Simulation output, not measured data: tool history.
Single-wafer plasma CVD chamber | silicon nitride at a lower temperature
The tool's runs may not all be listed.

run,hour,heater temperature setpoint (°C),chamber pressure (Pa),RF power (kW),deposition time (s),mean film thickness on the monitor wafer (Å)
1,0.0,340,197,0.325,18.1,221.43
2,7.0,340,197,0.350,18.1,232.75
3,11.9,340,215,0.360,18.1,243.07
4,14.4,340,189,0.360,18.1,236.22
5,22.9,340,205,0.370,18.1,243.18
6,23.5,340,183,0.370,18.1,236.69

Run 7 comes next. What will it give?
7,27.3,340,201,0.375,18.1,?

Run 7 gave mean film thickness on the monitor wafer (Å) 243.61.

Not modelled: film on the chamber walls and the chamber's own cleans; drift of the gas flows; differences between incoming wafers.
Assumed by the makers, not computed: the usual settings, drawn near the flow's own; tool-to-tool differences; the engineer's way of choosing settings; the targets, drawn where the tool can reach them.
